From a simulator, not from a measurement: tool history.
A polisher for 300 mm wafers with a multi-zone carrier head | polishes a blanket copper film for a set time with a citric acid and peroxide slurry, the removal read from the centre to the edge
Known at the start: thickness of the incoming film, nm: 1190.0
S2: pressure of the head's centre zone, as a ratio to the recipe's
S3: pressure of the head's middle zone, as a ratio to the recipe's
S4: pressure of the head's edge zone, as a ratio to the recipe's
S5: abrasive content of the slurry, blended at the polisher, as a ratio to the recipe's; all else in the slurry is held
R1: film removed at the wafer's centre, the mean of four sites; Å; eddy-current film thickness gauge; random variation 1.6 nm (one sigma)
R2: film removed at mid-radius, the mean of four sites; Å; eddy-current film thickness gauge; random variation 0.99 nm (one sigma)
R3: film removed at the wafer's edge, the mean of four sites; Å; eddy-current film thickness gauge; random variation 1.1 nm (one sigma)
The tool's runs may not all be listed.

run 1 hour=0 | flow_of_slurry_(ml/min)=135 S2=1 S3=1 S4=1 S5=1 polishing_time_(s)=77 | R1=2312.1 R2=2364.5 R3=2335.4
run 2 hour=8.3 | flow_of_slurry_(ml/min)=135 S2=1 S3=1.06 S4=1 S5=1 polishing_time_(s)=77 | R1=2319.2 R2=2445.5 R3=2330.1
run 3 hour=16.8 | flow_of_slurry_(ml/min)=135 S2=1 S3=0.98 S4=1 S5=1 polishing_time_(s)=77 | R1=2322.3 R2=2331.7 R3=2353.4
run 4 hour=25 | flow_of_slurry_(ml/min)=105 S2=1 S3=0.98 S4=1 S5=1 polishing_time_(s)=77 | R1=2186.6 R2=2203.2 R3=2257.5
run 5 hour=27.2 | flow_of_slurry_(ml/min)=90 S2=1 S3=0.98 S4=1 S5=1 polishing_time_(s)=77 | R1=2101.7 R2=2110.9 R3=2197.7
run 6 hour=34.9 | flow_of_slurry_(ml/min)=90 S2=1.01 S3=0.96 S4=0.99 S5=0.95 polishing_time_(s)=74 | R1=1988.9 R2=1948.5 R3=2046.1
run 7 hour=35.6 | flow_of_slurry_(ml/min)=90 S2=1.02 S3=0.94 S4=0.98 S5=0.9 polishing_time_(s)=73 | R1=1969.9 R2=1871 R3=1992.5

Run 8 comes next. What will it give?
run 8 hour=44.6 | flow_of_slurry_(ml/min)=90 S2=1.02 S3=0.92 S4=0.96 S5=0.85 polishing_time_(s)=71 | R1=? R2=? R3=?

{"run 8": {"R1": 1874.7, "R2": 1771.4, "R3": 1903.7}}

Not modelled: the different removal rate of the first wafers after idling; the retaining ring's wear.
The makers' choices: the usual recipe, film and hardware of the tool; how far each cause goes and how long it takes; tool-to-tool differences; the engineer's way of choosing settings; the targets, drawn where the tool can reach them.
